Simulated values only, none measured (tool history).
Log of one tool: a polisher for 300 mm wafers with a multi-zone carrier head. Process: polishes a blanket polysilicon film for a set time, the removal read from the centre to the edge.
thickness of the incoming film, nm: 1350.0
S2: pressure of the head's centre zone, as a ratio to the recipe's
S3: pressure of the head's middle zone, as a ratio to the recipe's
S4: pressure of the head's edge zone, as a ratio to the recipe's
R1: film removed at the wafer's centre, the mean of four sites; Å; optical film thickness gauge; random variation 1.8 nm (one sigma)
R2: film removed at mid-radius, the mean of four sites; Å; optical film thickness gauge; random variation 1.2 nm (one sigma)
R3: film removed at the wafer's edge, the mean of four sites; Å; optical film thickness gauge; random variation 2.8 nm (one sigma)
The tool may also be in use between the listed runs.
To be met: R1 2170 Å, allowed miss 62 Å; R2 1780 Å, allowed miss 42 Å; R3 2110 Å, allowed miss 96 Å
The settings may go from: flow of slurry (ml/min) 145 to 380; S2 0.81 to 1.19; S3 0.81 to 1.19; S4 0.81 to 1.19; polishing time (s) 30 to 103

{"run": 1, "hour": 0.0, "flow of slurry (ml/min)": 245, "S2": 1, "S3": 1, "S4": 1, "polishing time (s)": 66, "R1": 3959.5, "R2": 3988.6, "R3": 3826.2}
{"run": 2, "hour": 4.9, "flow of slurry (ml/min)": 245, "S2": 1, "S3": 0.94, "S4": 1, "polishing time (s)": 66, "R1": 3968.5, "R2": 3823.5, "R3": 3789.8}
{"run": 3, "hour": 13.0, "flow of slurry (ml/min)": 210, "S2": 1, "S3": 0.9, "S4": 1.01, "polishing time (s)": 54, "R1": 3180.8, "R2": 2947.5, "R3": 3182.2}
{"run": 4, "hour": 19.0, "flow of slurry (ml/min)": 210, "S2": 0.94, "S3": 0.9, "S4": 1.01, "polishing time (s)": 54, "R1": 3003.8, "R2": 2949.7, "R3": 3096.2}
{"run": 5, "hour": 26.8, "flow of slurry (ml/min)": 190, "S2": 0.97, "S3": 0.87, "S4": 0.99, "polishing time (s)": 46, "R1": 2569.1, "R2": 2399.9, "R3": 2647}
{"run": 6, "hour": 29.0, "flow of slurry (ml/min)": 190, "S2": 0.97, "S3": 0.87, "S4": 0.99, "polishing time (s)": 37, "R1": 2107.5, "R2": 1918.7, "R3": 2160}
{"run": 7, "hour": 35.2, "flow of slurry (ml/min)": 190, "S2": 0.99, "S3": 0.85, "S4": 0.98, "polishing time (s)": 37, "R1": 2126.8, "R2": 1902.1, "R3": 2099}
{"run": 8, "hour": 36.4, "flow of slurry (ml/min)": 180, "S2": 1.01, "S3": 0.84, "S4": 0.99, "polishing time (s)": 37, "R1": 2156, "R2": 1858.8, "R3": 2071}
{"run": 9, "hour": 44.4, "flow of slurry (ml/min)": 170, "S2": 1.02, "S3": 0.83, "S4": 1.02, "polishing time (s)": 37, "R1": 2166.6, "R2": 1829.5, "R3": 2105.3}

Which of these 5 next moves meets every target?
{"run": "A", "hour": 52.4, "flow of slurry (ml/min)": 305, "S2": 1.06, "S3": 0.89, "S4": 1.03, "polishing time (s)": 34, "R1": "?", "R2": "?", "R3": "?"}
{"run": "B", "hour": 52.4, "flow of slurry (ml/min)": 240, "S2": 1.05, "S3": 0.84, "S4": 0.91, "polishing time (s)": 36, "R1": "?", "R2": "?", "R3": "?"}
{"run": "C", "hour": 52.4, "flow of slurry (ml/min)": 155, "S2": 0.97, "S3": 0.82, "S4": 1.05, "polishing time (s)": 39, "R1": "?", "R2": "?", "R3": "?"}
{"run": "D", "hour": 52.4, "flow of slurry (ml/min)": 165, "S2": 1.04, "S3": 0.84, "S4": 1.04, "polishing time (s)": 37, "R1": "?", "R2": "?", "R3": "?"}
{"run": "E", "hour": 52.4, "flow of slurry (ml/min)": 180, "S2": 1.05, "S3": 0.82, "S4": 1.06, "polishing time (s)": 36, "R1": "?", "R2": "?", "R3": "?"}

move=A R1=2212.5 R2=1900.5 R3=2018.2
move=B R1=2261.5 R2=1875.7 R3=1981.3
move=C R1=2132.4 R2=1890.9 R3=2211
move=D R1=2191.1 R2=1844.4 R3=2100
move=E R1=2179.5 R2=1779.2 R3=2080.2
A: further off than the last run
B: further off than the last run
C: further off than the last run
D: further off than the last run
E: meets every target
Move E is the one to make.
